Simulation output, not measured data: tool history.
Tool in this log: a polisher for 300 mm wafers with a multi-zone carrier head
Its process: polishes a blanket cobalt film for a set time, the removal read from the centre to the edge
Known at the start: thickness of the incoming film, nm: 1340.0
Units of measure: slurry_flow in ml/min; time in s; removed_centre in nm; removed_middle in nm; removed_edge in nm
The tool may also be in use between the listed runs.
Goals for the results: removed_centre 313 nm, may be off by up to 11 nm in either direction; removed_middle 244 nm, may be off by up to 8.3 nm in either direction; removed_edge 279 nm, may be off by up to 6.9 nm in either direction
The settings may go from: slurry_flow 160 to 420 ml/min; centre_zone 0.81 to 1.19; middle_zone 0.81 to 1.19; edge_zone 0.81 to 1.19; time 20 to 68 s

| run | hour | slurry_flow | centre_zone | middle_zone | edge_zone | time | removed_centre | removed_middle | removed_edge |
|---|---|---|---|---|---|---|---|---|---|
| 1 | 0 | 270 | 1 | 1 | 1 | 44 | 202.89 | 199.85 | 202.55 |
| 2 | 2.2 | 235 | 1 | 1 | 1 | 44 | 199.49 | 201.04 | 197.76 |
| 3 | 10.3 | 235 | 1 | 1 | 1.03 | 44 | 199.2 | 196.81 | 205.43 |
| 4 | 13 | 235 | 1 | 1 | 1.11 | 44 | 199.01 | 195.88 | 211.02 |
| 5 | 16.1 | 300 | 1 | 1 | 1.11 | 44 | 211.71 | 204.17 | 216.24 |
| 6 | 18.3 | 300 | 1 | 1 | 1.11 | 39 | 181.49 | 180.53 | 191.21 |
| 7 | 25.5 | 305 | 1.03 | 0.99 | 1.13 | 43 | 207.6 | 197.56 | 212.68 |
| 8 | 27.9 | 345 | 1.13 | 0.94 | 1.19 | 55 | 300.11 | 242.06 | 284.12 |

Which one of the following 4 next-run settings gets every result inside its allowed miss? There is exactly one.
| A | 30.3 | 320 | 1.09 | 0.96 | 1.19 | 54 | ? | ? | ? |
| B | 30.3 | 340 | 1.03 | 0.96 | 1.19 | 55 | ? | ? | ? |
| C | 30.3 | 350 | 1.18 | 0.94 | 1.16 | 55 | ? | ? | ? |
| D | 30.3 | 370 | 1.09 | 0.93 | 1.19 | 54 | ? | ? | ? |

| move | removed_centre | removed_middle | removed_edge |
|---|---|---|---|
| A | 284.32 | 242.63 | 282.33 |
| B | 275.26 | 248.61 | 288.83 |
| C | 316.51 | 244.72 | 285.65 |
| D | 288.39 | 239.37 | 285.3 |
A: the biggest miss grows against the last run
B: the biggest miss grows against the last run
C: every result lands within tolerance
D: the biggest miss grows against the last run
The right move is C.
